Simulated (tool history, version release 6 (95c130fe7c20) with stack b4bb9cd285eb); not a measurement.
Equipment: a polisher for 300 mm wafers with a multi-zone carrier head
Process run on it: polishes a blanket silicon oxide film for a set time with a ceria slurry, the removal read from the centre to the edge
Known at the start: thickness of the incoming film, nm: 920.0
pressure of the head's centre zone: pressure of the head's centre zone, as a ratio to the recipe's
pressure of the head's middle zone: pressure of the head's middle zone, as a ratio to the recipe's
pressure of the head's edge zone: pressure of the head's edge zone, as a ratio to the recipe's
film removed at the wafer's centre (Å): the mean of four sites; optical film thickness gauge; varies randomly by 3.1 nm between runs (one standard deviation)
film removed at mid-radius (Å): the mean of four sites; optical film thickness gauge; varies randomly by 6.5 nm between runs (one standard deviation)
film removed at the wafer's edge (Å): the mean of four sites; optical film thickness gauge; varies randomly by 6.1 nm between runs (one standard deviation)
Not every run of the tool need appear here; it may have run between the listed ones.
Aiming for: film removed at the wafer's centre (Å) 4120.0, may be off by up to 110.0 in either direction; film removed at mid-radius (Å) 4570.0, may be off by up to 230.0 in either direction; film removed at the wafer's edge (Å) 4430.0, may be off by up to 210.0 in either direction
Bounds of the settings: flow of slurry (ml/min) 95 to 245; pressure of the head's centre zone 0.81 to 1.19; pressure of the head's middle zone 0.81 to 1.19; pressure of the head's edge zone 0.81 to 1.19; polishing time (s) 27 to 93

run	day	flow of slurry (ml/min)	pressure of the head's centre zone	pressure of the head's middle zone	pressure of the head's edge zone	polishing time (s)	film removed at the wafer's centre (Å)	film removed at mid-radius (Å)	film removed at the wafer's edge (Å)
1	0.000	155	1.00	1.00	1.00	59	3657.7	3775.8	3825.7
2	0.058	155	1.05	1.00	1.00	59	3726.0	3646.5	3803.5
3	0.246	155	0.99	1.00	1.00	59	3613.0	3737.3	3775.3
4	0.517	165	0.99	1.01	1.02	59	3649.1	3770.5	3811.1
5	0.829	165	0.99	1.02	1.03	60	3706.1	3882.6	3873.3
6	0.992	165	0.98	1.02	1.04	61	3724.1	4011.4	4045.9
7	1.104	170	0.98	1.03	1.05	61	3769.2	4007.7	4049.7
8	1.433	175	0.98	1.04	1.06	61	3777.9	3976.6	4088.8
9	1.671	180	0.98	1.05	1.06	62	3864.9	4063.1	4070.8
10	1.838	180	0.98	1.06	1.06	63	3928.1	4269.4	4171.6

Consider the 4 candidate settings below. Which is the only one whose results all fall within their allowed miss of target?
A	2.004	145	0.82	1.07	1.05	79	?	?	?
B	2.004	160	0.94	1.13	1.11	66	?	?	?
C	2.004	175	0.81	1.19	0.94	71	?	?	?
D	2.004	125	1.03	1.15	1.08	68	?	?	?

move	film removed at the wafer's centre (Å)	film removed at mid-radius (Å)	film removed at the wafer's edge (Å)
A	4080.6	5198.3	5183.7
B	3864.5	4604.0	4508.4
C	3775.6	5233.5	4518.1
D	4047.7	4576.5	4423.7
A: brings the result that was furthest off to its target, and leaves another outside
B: the biggest miss grows against the last run
C: the biggest miss grows against the last run
D: all results in spec
The right move is D.
